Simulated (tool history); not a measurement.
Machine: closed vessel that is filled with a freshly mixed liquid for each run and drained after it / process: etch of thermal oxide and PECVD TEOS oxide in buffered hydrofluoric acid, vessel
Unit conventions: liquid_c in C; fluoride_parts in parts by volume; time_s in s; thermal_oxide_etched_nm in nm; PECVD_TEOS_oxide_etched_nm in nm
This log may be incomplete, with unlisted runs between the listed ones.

run,day,liquid_c,fluoride_parts,time_s,thermal_oxide_etched_nm,PECVD_TEOS_oxide_etched_nm
1,0.000,20.0,10.5,60,55.178,124.63
2,0.217,20.0,8.0,60,69.756,158.17
3,0.325,19.5,8.0,60,67.447,153.79
4,0.367,19.5,8.0,75,85.386,192.15
5,0.754,19.5,8.0,95,107.090,244.13
6,0.912,17.0,8.0,95,92.590,209.25
7,1.238,17.0,11.0,95,69.932,156.20

What will run 8 give?
8,1.292,17.0,12.0,95,?,?

{"run 8": {"thermal_oxide_etched_nm": 64.31, "PECVD_TEOS_oxide_etched_nm": 145.47}}
